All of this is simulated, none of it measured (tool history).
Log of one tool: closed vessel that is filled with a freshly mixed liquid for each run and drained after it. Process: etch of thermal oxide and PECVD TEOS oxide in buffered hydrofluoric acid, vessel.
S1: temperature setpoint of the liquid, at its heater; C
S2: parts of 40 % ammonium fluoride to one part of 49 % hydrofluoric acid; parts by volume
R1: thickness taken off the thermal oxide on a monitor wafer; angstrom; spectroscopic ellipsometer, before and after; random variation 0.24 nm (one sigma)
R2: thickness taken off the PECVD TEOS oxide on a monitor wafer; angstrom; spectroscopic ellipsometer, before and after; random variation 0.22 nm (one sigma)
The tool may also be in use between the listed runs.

Run 1, hour 0.0: S1 21.0 C, S2 9.5 parts by volume, time in the liquid (s) 60. Result: R1 654.99 angstrom, R2 851.20 angstrom.
Run 2, hour 2.8: S1 24.0 C, S2 9.5 parts by volume, time in the liquid (s) 60. Result: R1 775.28 angstrom, R2 1009.10 angstrom.
Run 3, hour 5.6: S1 26.0 C, S2 9.5 parts by volume, time in the liquid (s) 60. Result: R1 866.23 angstrom, R2 1119.70 angstrom.
Run 4, hour 7.4: S1 26.0 C, S2 9.5 parts by volume, time in the liquid (s) 35. Result: R1 499.21 angstrom, R2 656.10 angstrom.
Run 5, hour 10.5: S1 24.0 C, S2 9.5 parts by volume, time in the liquid (s) 35. Result: R1 448.49 angstrom, R2 587.47 angstrom.
Run 6, hour 13.9: S1 24.0 C, S2 9.5 parts by volume, time in the liquid (s) 55. Result: R1 709.76 angstrom, R2 920.44 angstrom.
Run 7, hour 16.2: S1 22.0 C, S2 10.5 parts by volume, time in the liquid (s) 55. Result: R1 593.82 angstrom, R2 761.10 angstrom.
Run 8, hour 18.4: S1 20.5 C, S2 11.5 parts by volume, time in the liquid (s) 55. Result: R1 489.65 angstrom, R2 643.18 angstrom.

Forecast run 9:
Run 9, hour 26.6: S1 19.5 C, S2 12.0 parts by volume, time in the liquid (s) 55. Result: R1 ?, R2 ?.

R1: 450.59 angstrom
R2: 580.52 angstrom
